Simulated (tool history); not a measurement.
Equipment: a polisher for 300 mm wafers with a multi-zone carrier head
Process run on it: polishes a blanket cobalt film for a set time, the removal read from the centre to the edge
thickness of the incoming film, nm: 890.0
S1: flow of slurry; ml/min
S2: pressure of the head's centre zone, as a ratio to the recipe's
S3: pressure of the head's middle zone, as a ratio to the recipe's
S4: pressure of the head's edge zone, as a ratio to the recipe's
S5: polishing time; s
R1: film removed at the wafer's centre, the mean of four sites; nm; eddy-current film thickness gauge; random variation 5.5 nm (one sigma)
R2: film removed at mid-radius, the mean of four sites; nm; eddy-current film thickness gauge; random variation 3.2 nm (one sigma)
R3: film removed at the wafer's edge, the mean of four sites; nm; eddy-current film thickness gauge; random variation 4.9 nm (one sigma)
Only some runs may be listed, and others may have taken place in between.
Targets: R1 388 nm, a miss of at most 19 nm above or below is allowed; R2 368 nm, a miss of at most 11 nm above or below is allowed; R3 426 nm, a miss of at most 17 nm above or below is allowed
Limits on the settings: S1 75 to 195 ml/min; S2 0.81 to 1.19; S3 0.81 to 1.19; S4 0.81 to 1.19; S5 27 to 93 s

run,day,S1,S2,S3,S4,S5,R1,R2,R3
1,0,125,1,1,1,59,262.12,253.41,257.74
2,0.296,125,1,0.92,1,59,269.29,239.52,260.83
3,0.467,130,0.99,0.92,1.02,62,280.73,252.54,280.84
4,0.65,155,0.99,0.92,1.02,62,290.15,263.16,284.98
5,0.812,155,0.99,0.92,1.03,64,299.17,272.33,297.64
6,1.088,155,0.99,0.92,1.04,66,310.5,280.41,307.81
7,1.238,155,0.99,0.92,1.05,68,321.46,288.7,315.78
8,1.6,155,0.98,0.92,1.06,70,327.94,293.09,321.61
9,1.725,160,0.96,0.91,1.07,72,332.49,310.32,349.71
10,1.904,160,0.96,0.91,1.08,73,337.38,312.59,347.42
11,2.233,160,0.95,0.91,1.08,74,329.59,309.87,353.14

4 next moves are on the table. One of them brings every result within its allowed miss. Which?
A,2.562,175,1.07,0.94,1.05,79,?,?,?
B,2.562,155,0.91,0.86,1.08,90,?,?,?
C,2.562,165,1.19,0.86,1.04,59,?,?,?
D,2.562,160,1.05,0.98,1.02,66,?,?,?

move,R1,R2,R3
A,406.92,347.16,378.99
B,383.82,363.45,431.12
C,334.12,240.78,279.8
D,327.63,294.09,308.3
A: an improvement on the last run, though not all results are within tolerance
B: each result inside its tolerance
C: further off than the last run
D: further off than the last run
B meets every target.

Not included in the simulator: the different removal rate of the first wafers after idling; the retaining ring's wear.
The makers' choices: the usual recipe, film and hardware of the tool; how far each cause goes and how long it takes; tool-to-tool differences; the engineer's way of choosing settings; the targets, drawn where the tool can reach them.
